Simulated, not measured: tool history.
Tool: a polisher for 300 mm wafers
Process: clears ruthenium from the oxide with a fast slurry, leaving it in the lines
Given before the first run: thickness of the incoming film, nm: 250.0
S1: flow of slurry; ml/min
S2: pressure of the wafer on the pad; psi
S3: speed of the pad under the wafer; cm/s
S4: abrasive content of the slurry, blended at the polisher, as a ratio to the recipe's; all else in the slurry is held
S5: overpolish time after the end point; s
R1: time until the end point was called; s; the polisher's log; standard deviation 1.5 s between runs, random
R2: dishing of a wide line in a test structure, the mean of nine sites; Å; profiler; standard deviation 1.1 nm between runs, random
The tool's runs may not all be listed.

| run | hour | S1 | S2 | S3 | S4 | S5 | R1 | R2 |
|---|---|---|---|---|---|---|---|---|
| 1 | 0 | 210 | 2.9 | 98 | 1 | 29 | 52.085 | 751.44 |
| 2 | 1.1 | 210 | 2.9 | 112 | 1 | 29 | 48.421 | 820.58 |
| 3 | 7.5 | 210 | 2.7 | 110 | 1 | 28 | 53.069 | 761.11 |
| 4 | 12.5 | 210 | 2.7 | 134 | 1 | 28 | 44.894 | 825.42 |
| 5 | 17.3 | 210 | 2.5 | 132 | 1 | 27 | 49.678 | 798.86 |
| 6 | 22.3 | 210 | 2.3 | 130 | 1 | 25 | 53.882 | 717.23 |

Expected results for the next run?
| 7 | 30.8 | 210 | 2.1 | 128 | 1 | 24 | ? | ? |

{"run 7": {"R1": 58.494, "R2": 657.22}}
